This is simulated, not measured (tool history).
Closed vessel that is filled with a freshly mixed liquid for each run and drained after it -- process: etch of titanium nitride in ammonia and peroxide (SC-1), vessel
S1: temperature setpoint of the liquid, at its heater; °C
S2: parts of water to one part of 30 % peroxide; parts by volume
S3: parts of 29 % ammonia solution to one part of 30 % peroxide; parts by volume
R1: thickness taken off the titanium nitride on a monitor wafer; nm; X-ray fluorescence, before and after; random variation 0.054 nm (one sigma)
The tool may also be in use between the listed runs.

{"run": 1, "hour": 0.0, "S1": 63.0, "S2": 11, "S3": 0.9, "time in the liquid (s)": 105, "R1": 16.323}
{"run": 2, "hour": 8.3, "S1": 60.5, "S2": 11, "S3": 0.9, "time in the liquid (s)": 105, "R1": 13.91}
{"run": 3, "hour": 15.3, "S1": 60.5, "S2": 11, "S3": 1.05, "time in the liquid (s)": 105, "R1": 14.24}
{"run": 4, "hour": 22.2, "S1": 60.5, "S2": 11, "S3": 1.05, "time in the liquid (s)": 105, "R1": 14.264}
{"run": 5, "hour": 23.7, "S1": 58.5, "S2": 11, "S3": 1.05, "time in the liquid (s)": 105, "R1": 12.439}
{"run": 6, "hour": 32.0, "S1": 57.0, "S2": 11, "S3": 1.05, "time in the liquid (s)": 105, "R1": 11.171}

Estimate the outcome of run 7 from the log above:
{"run": 7, "hour": 37.3, "S1": 50.5, "S2": 11, "S3": 1.05, "time in the liquid (s)": 105, "R1": "?"}

R1: 7.338 nm

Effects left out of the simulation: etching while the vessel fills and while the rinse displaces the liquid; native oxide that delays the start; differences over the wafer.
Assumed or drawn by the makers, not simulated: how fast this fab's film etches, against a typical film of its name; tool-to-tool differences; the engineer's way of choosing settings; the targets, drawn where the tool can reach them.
